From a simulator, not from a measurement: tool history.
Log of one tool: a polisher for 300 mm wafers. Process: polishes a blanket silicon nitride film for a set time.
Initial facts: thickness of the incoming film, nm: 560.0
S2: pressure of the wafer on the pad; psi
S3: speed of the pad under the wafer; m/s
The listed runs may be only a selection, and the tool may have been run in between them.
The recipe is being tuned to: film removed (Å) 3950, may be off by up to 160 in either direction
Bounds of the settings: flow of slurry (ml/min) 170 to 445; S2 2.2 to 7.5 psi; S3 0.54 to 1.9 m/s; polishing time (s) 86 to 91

{"run": 1, "hour": 0.0, "flow of slurry (ml/min)": 285, "S2": 4.8, "S3": 1.22, "polishing time (s)": 86, "film removed (Å)": 2631}
{"run": 2, "hour": 4.3, "flow of slurry (ml/min)": 285, "S2": 3.6, "S3": 1.22, "polishing time (s)": 86, "film removed (Å)": 2160.9}
{"run": 3, "hour": 8.5, "flow of slurry (ml/min)": 285, "S2": 4.5, "S3": 1.24, "polishing time (s)": 86, "film removed (Å)": 2525.1}
{"run": 4, "hour": 9.0, "flow of slurry (ml/min)": 285, "S2": 5.2, "S3": 1.26, "polishing time (s)": 86, "film removed (Å)": 2793.7}
{"run": 5, "hour": 13.6, "flow of slurry (ml/min)": 285, "S2": 5.8, "S3": 1.28, "polishing time (s)": 86, "film removed (Å)": 3027.9}
{"run": 6, "hour": 22.4, "flow of slurry (ml/min)": 285, "S2": 5.8, "S3": 1.02, "polishing time (s)": 86, "film removed (Å)": 2635.1}
{"run": 7, "hour": 28.0, "flow of slurry (ml/min)": 285, "S2": 7.2, "S3": 1.14, "polishing time (s)": 86, "film removed (Å)": 3331.8}
{"run": 8, "hour": 30.0, "flow of slurry (ml/min)": 285, "S2": 7.3, "S3": 1.2, "polishing time (s)": 86, "film removed (Å)": 3483.5}
{"run": 9, "hour": 38.3, "flow of slurry (ml/min)": 285, "S2": 7.4, "S3": 1.24, "polishing time (s)": 86, "film removed (Å)": 3638.4}
{"run": 10, "hour": 41.9, "flow of slurry (ml/min)": 285, "S2": 7.4, "S3": 1.26, "polishing time (s)": 86, "film removed (Å)": 3561.6}
{"run": 11, "hour": 44.3, "flow of slurry (ml/min)": 285, "S2": 7.4, "S3": 1.3, "polishing time (s)": 86, "film removed (Å)": 3676.7}
{"run": 12, "hour": 49.7, "flow of slurry (ml/min)": 285, "S2": 7.4, "S3": 1.32, "polishing time (s)": 86, "film removed (Å)": 3740.1}

Which one of the following 4 next-run settings gets every result inside its allowed miss? There is exactly one.
{"run": "A", "hour": 55.1, "flow of slurry (ml/min)": 320, "S2": 7.3, "S3": 1.32, "polishing time (s)": 89, "film removed (Å)": "?"}
{"run": "B", "hour": 55.1, "flow of slurry (ml/min)": 275, "S2": 7.5, "S3": 1.46, "polishing time (s)": 91, "film removed (Å)": "?"}
{"run": "C", "hour": 55.1, "flow of slurry (ml/min)": 305, "S2": 7.5, "S3": 1.46, "polishing time (s)": 87, "film removed (Å)": "?"}
{"run": "D", "hour": 55.1, "flow of slurry (ml/min)": 235, "S2": 7.5, "S3": 1.46, "polishing time (s)": 91, "film removed (Å)": "?"}

move=A film_removed_(Å)=3941.1
move=B film_removed_(Å)=4366.4
move=C film_removed_(Å)=4214.3
move=D film_removed_(Å)=4295.9
A: every result within its allowed miss
B: takes the result that was furthest off past its target
C: takes the result that was furthest off past its target
D: takes the result that was furthest off past its target
The right move is A.
